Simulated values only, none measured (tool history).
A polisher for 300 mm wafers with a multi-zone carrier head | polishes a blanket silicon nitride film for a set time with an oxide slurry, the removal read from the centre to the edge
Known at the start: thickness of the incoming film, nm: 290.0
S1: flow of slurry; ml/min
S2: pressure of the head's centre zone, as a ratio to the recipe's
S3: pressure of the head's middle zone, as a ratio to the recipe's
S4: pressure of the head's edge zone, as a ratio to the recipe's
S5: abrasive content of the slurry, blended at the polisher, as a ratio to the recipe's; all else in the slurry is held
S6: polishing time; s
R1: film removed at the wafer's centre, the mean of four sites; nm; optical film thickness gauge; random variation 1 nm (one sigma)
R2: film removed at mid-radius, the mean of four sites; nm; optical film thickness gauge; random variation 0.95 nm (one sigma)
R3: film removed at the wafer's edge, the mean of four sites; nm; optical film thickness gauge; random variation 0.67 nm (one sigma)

| run | hour | S1 | S2 | S3 | S4 | S5 | S6 | R1 | R2 | R3 |
|---|---|---|---|---|---|---|---|---|---|---|
| 1 | 0.0 | 255 | 1.00 | 1.00 | 1.00 | 1.0 | 81 | 61.968 | 58.846 | 60.122 |
| 2 | 8.6 | 255 | 1.00 | 1.00 | 1.00 | 1.0 | 97 | 72.736 | 72.349 | 71.549 |
| 3 | 9.4 | 225 | 1.00 | 1.00 | 1.00 | 1.0 | 97 | 72.114 | 70.805 | 71.710 |
| 4 | 17.6 | 225 | 1.00 | 0.93 | 1.00 | 1.0 | 97 | 71.571 | 65.878 | 71.913 |
| 5 | 26.0 | 285 | 1.00 | 0.93 | 1.00 | 1.0 | 97 | 73.764 | 68.128 | 73.422 |
| 6 | 27.8 | 285 | 1.00 | 1.01 | 1.00 | 1.0 | 97 | 72.005 | 72.973 | 73.144 |
| 7 | 29.5 | 285 | 0.99 | 1.05 | 0.98 | 1.0 | 97 | 72.820 | 75.958 | 71.248 |

Run 8 comes next. What will it give?
| 8 | 35.8 | 285 | 0.97 | 1.07 | 0.98 | 1.0 | 97 | ? | ? | ? |

Run 8 gave R1 72.058 nm, R2 76.893 nm, R3 72.220 nm.
